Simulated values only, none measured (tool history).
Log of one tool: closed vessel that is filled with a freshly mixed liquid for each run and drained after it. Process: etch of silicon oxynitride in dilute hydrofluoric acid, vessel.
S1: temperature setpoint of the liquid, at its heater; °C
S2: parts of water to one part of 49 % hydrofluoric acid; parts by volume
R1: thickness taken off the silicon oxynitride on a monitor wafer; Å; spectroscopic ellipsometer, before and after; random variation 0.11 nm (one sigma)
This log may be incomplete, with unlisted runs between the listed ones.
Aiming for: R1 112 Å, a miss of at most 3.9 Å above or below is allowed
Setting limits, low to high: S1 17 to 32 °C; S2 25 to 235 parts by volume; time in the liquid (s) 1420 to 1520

{"run": 1, "hour": 0.0, "S1": 24, "S2": 130, "time in the liquid (s)": 1420, "R1": 148.63}
{"run": 2, "hour": 3.7, "S1": 23, "S2": 130, "time in the liquid (s)": 1420, "R1": 140.23}
{"run": 3, "hour": 6.2, "S1": 22.5, "S2": 130, "time in the liquid (s)": 1420, "R1": 135.96}
{"run": 4, "hour": 10.7, "S1": 22.5, "S2": 165, "time in the liquid (s)": 1420, "R1": 105.69}
{"run": 5, "hour": 19.6, "S1": 23, "S2": 165, "time in the liquid (s)": 1420, "R1": 106.75}
{"run": 6, "hour": 22.3, "S1": 20, "S2": 165, "time in the liquid (s)": 1420, "R1": 92.954}
{"run": 7, "hour": 24.3, "S1": 20.5, "S2": 165, "time in the liquid (s)": 1420, "R1": 97.531}
{"run": 8, "hour": 28.0, "S1": 21, "S2": 165, "time in the liquid (s)": 1420, "R1": 97.777}
{"run": 9, "hour": 33.7, "S1": 24.5, "S2": 160, "time in the liquid (s)": 1420, "R1": 120.05}

Consider the 4 candidate settings below. Which is the only one whose results all fall within their allowed miss of target?
{"run": "A", "hour": 39.4, "S1": 22.5, "S2": 155, "time in the liquid (s)": 1510, "R1": "?"}
{"run": "B", "hour": 39.4, "S1": 28, "S2": 200, "time in the liquid (s)": 1465, "R1": "?"}
{"run": "C", "hour": 39.4, "S1": 24, "S2": 150, "time in the liquid (s)": 1420, "R1": "?"}
{"run": "D", "hour": 39.4, "S1": 26, "S2": 170, "time in the liquid (s)": 1490, "R1": "?"}

move=A R1=119.79
move=B R1=111.04
move=C R1=125.23
move=D R1=124.87
A: no nearer and no further than the last run
B: all results land within tolerance of their targets
C: further off than the last run
D: further off than the last run
Move B is the one to make.
